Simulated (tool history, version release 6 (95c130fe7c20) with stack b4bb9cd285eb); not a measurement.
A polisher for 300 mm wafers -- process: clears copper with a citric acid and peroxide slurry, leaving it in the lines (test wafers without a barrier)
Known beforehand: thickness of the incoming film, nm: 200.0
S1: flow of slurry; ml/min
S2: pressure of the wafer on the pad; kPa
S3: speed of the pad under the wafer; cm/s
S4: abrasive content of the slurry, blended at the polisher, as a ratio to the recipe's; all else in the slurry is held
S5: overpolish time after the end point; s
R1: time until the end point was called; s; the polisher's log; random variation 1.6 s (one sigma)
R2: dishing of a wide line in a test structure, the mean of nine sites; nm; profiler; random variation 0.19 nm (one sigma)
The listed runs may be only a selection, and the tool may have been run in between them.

| run | hour | S1 | S2 | S3 | S4 | S5 | R1 | R2 |
|---|---|---|---|---|---|---|---|---|
| 1 | 0.0 | 185 | 17.2 | 138 | 1.00 | 24 | 71.013 | 35.173 |
| 2 | 8.6 | 185 | 15.9 | 134 | 1.00 | 22 | 81.338 | 29.996 |
| 3 | 11.2 | 185 | 15.2 | 132 | 1.00 | 21 | 84.252 | 28.655 |
| 4 | 12.9 | 185 | 14.5 | 130 | 1.00 | 20 | 89.327 | 26.634 |
| 5 | 15.4 | 185 | 13.8 | 128 | 1.00 | 19 | 95.879 | 24.605 |
| 6 | 23.4 | 185 | 13.1 | 128 | 1.00 | 18 | 100.350 | 22.672 |
| 7 | 28.0 | 180 | 8.3 | 126 | 1.00 | 13 | 160.620 | 11.587 |
| 8 | 36.2 | 185 | 8.3 | 124 | 1.00 | 14 | 164.700 | 12.244 |
| 9 | 41.5 | 215 | 11.7 | 124 | 1.00 | 19 | 112.220 | 21.221 |
| 10 | 47.8 | 165 | 11.0 | 124 | 1.00 | 19 | 125.830 | 19.272 |
| 11 | 56.6 | 165 | 11.0 | 126 | 1.00 | 19 | 123.100 | 20.055 |
| 12 | 58.1 | 170 | 11.0 | 128 | 1.00 | 19 | 122.480 | 21.021 |
| 13 | 63.8 | 180 | 11.0 | 128 | 1.00 | 19 | 118.590 | 20.429 |
| 14 | 70.4 | 180 | 10.3 | 128 | 1.00 | 19 | 127.490 | 19.888 |
| 15 | 71.5 | 185 | 8.3 | 126 | 1.00 | 11 | 158.530 | 10.282 |

Forecast run 16:
| 16 | 75.8 | 155 | 11.0 | 114 | 0.95 | 17 | ? | ? |

{"run 16": {"R1": 137.48, "R2": 16.707}}

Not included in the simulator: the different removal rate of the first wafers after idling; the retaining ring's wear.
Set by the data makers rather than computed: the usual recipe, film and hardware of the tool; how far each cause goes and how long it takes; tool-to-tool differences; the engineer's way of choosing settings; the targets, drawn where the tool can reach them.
